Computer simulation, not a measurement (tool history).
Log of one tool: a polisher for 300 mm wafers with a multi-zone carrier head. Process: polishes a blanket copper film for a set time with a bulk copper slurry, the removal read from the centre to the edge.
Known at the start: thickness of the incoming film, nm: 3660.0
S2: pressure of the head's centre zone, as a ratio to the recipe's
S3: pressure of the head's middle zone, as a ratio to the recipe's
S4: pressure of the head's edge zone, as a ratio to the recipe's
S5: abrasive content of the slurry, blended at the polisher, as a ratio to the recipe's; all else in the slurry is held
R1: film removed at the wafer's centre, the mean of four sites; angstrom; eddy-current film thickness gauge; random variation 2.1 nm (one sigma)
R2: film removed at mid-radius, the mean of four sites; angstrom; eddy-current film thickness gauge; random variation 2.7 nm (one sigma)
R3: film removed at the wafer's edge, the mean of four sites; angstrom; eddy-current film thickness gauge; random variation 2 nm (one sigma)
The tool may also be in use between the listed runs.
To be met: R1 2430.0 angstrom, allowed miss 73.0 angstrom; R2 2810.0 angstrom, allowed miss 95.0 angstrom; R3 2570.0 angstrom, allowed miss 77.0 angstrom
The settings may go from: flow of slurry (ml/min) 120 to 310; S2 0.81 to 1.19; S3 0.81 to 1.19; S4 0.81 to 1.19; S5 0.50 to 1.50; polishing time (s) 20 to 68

{"run": 1, "hour": 0.0, "flow of slurry (ml/min)": 200, "S2": 1.0, "S3": 1.0, "S4": 1.0, "S5": 1.0, "polishing time (s)": 44, "R1": 2771.2, "R2": 2782.0, "R3": 2741.0}
{"run": 2, "hour": 1.6, "flow of slurry (ml/min)": 200, "S2": 1.0, "S3": 1.0, "S4": 1.0, "S5": 1.0, "polishing time (s)": 37, "R1": 2334.7, "R2": 2329.3, "R3": 2300.6}
{"run": 3, "hour": 3.8, "flow of slurry (ml/min)": 215, "S2": 0.99, "S3": 1.04, "S4": 1.03, "S5": 1.05, "polishing time (s)": 37, "R1": 2354.3, "R2": 2432.3, "R3": 2387.1}
{"run": 4, "hour": 11.0, "flow of slurry (ml/min)": 215, "S2": 0.99, "S3": 1.04, "S4": 1.03, "S5": 1.05, "polishing time (s)": 31, "R1": 1919.5, "R2": 2058.6, "R3": 2005.9}
{"run": 5, "hour": 13.5, "flow of slurry (ml/min)": 225, "S2": 1.0, "S3": 1.08, "S4": 1.05, "S5": 1.2, "polishing time (s)": 32, "R1": 2131.2, "R2": 2251.0, "R3": 2167.2}
{"run": 6, "hour": 14.9, "flow of slurry (ml/min)": 225, "S2": 0.94, "S3": 1.08, "S4": 1.05, "S5": 1.2, "polishing time (s)": 32, "R1": 2015.0, "R2": 2254.5, "R3": 2126.2}
{"run": 7, "hour": 18.9, "flow of slurry (ml/min)": 235, "S2": 0.94, "S3": 1.11, "S4": 1.08, "S5": 1.3, "polishing time (s)": 33, "R1": 2082.2, "R2": 2492.5, "R3": 2233.1}
{"run": 8, "hour": 23.4, "flow of slurry (ml/min)": 240, "S2": 0.96, "S3": 1.11, "S4": 1.11, "S5": 1.35, "polishing time (s)": 34, "R1": 2209.8, "R2": 2522.8, "R3": 2407.0}
{"run": 9, "hour": 31.4, "flow of slurry (ml/min)": 250, "S2": 0.97, "S3": 1.13, "S4": 1.12, "S5": 1.4, "polishing time (s)": 34, "R1": 2294.7, "R2": 2609.2, "R3": 2410.0}
{"run": 10, "hour": 39.7, "flow of slurry (ml/min)": 255, "S2": 0.97, "S3": 1.14, "S4": 1.14, "S5": 1.45, "polishing time (s)": 34, "R1": 2295.8, "R2": 2694.7, "R3": 2488.5}
{"run": 11, "hour": 45.2, "flow of slurry (ml/min)": 265, "S2": 0.98, "S3": 1.15, "S4": 1.14, "S5": 1.45, "polishing time (s)": 34, "R1": 2315.9, "R2": 2744.9, "R3": 2455.8}
{"run": 12, "hour": 48.3, "flow of slurry (ml/min)": 265, "S2": 0.98, "S3": 1.15, "S4": 1.14, "S5": 1.45, "polishing time (s)": 34, "R1": 2327.8, "R2": 2686.5, "R3": 2495.6}
{"run": 13, "hour": 55.8, "flow of slurry (ml/min)": 270, "S2": 0.99, "S3": 1.16, "S4": 1.14, "S5": 1.45, "polishing time (s)": 34, "R1": 2385.5, "R2": 2705.7, "R3": 2488.8}
{"run": 14, "hour": 60.9, "flow of slurry (ml/min)": 275, "S2": 0.99, "S3": 1.17, "S4": 1.15, "S5": 1.45, "polishing time (s)": 34, "R1": 2390.1, "R2": 2735.1, "R3": 2491.5}

Which of these 4 next moves meets every target?
{"run": "A", "hour": 66.0, "flow of slurry (ml/min)": 185, "S2": 0.97, "S3": 1.1, "S4": 1.19, "S5": 1.45, "polishing time (s)": 36, "R1": "?", "R2": "?", "R3": "?"}
{"run": "B", "hour": 66.0, "flow of slurry (ml/min)": 290, "S2": 1.0, "S3": 1.18, "S4": 1.19, "S5": 1.45, "polishing time (s)": 34, "R1": "?", "R2": "?", "R3": "?"}
{"run": "C", "hour": 66.0, "flow of slurry (ml/min)": 230, "S2": 1.04, "S3": 1.19, "S4": 1.05, "S5": 1.4, "polishing time (s)": 35, "R1": "?", "R2": "?", "R3": "?"}
{"run": "D", "hour": 66.0, "flow of slurry (ml/min)": 280, "S2": 0.99, "S3": 1.16, "S4": 1.11, "S5": 1.5, "polishing time (s)": 33, "R1": "?", "R2": "?", "R3": "?"}

move=A R1=2325.1 R2=2622.4 R3=2592.3
move=B R1=2425.0 R2=2796.6 R3=2560.5
move=C R1=2501.3 R2=2801.0 R3=2430.5
move=D R1=2335.9 R2=2683.2 R3=2422.1
A: brings the result that was furthest off to its target, and leaves another outside
B: meets every target
C: further off than the last run
D: further off than the last run
Answer: B
